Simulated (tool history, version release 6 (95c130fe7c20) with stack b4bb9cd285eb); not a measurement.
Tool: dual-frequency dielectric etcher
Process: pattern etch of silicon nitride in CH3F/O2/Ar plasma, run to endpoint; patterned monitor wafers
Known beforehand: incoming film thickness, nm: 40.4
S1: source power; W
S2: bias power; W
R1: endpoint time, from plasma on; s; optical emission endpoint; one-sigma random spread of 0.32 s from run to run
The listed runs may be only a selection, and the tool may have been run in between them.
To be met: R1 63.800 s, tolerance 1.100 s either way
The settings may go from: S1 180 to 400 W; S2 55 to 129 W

| run | day | S1 | S2 | R1 |
|---|---|---|---|---|
| 1 | 0.000 | 290 | 92 | 58.583 |
| 2 | 0.183 | 270 | 92 | 60.172 |
| 3 | 0.221 | 270 | 105 | 56.307 |
| 4 | 0.550 | 250 | 103 | 58.992 |
| 5 | 0.575 | 280 | 103 | 57.011 |
| 6 | 0.646 | 280 | 89 | 60.389 |
|  | 1.012 | wet clean of the chamber |
| 7 | 1.012 | 240 | 87 | 60.751 |
| 8 | 1.275 | 230 | 71 | 66.587 |

Exactly one of the 5 candidate moves below puts every result within its allowed miss. Which one?
| A | 1.538 | 230 | 70 | ? |
| B | 1.538 | 220 | 84 | ? |
| C | 1.538 | 330 | 65 | ? |
| D | 1.538 | 250 | 86 | ? |
| E | 1.538 | 260 | 81 | ? |

| move | R1 |
|---|---|
| A | 67.473 |
| B | 63.757 |
| C | 61.624 |
| D | 60.680 |
| E | 61.337 |
A: the biggest miss grows against the last run
B: each result inside its tolerance
C: takes the result that was furthest off past its target
D: takes the result that was furthest off past its target
E: takes the result that was furthest off past its target
B is the move that brings every result within its allowed miss.

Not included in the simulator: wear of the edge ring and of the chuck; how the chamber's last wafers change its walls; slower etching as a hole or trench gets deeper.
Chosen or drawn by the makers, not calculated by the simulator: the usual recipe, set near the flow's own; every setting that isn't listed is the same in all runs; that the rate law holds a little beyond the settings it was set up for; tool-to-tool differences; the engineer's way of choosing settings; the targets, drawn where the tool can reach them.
